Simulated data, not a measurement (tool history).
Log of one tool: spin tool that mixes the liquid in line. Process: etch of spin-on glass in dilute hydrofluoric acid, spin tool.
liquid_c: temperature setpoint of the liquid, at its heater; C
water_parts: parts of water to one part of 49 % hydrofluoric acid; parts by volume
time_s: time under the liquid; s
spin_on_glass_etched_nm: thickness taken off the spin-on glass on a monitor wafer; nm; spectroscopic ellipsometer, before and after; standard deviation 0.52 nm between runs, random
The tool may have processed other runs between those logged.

run  hour  liquid_c  water_parts  time_s  spin_on_glass_etched_nm
  1     0        23           40      50                   34.574
  2     8        23           30      50                   46.844
  3   9.1      23.5           30      50                   47.532
  4  13.9        24           30      50                   49.687
  5  16.7      24.5           30      50                   49.732
  6  21.1      24.5           30      50                   49.809

For run 7, what comes out?
  7  24.6        25           30      50                        ?

{"run 7": {"spin_on_glass_etched_nm": 51.192}}
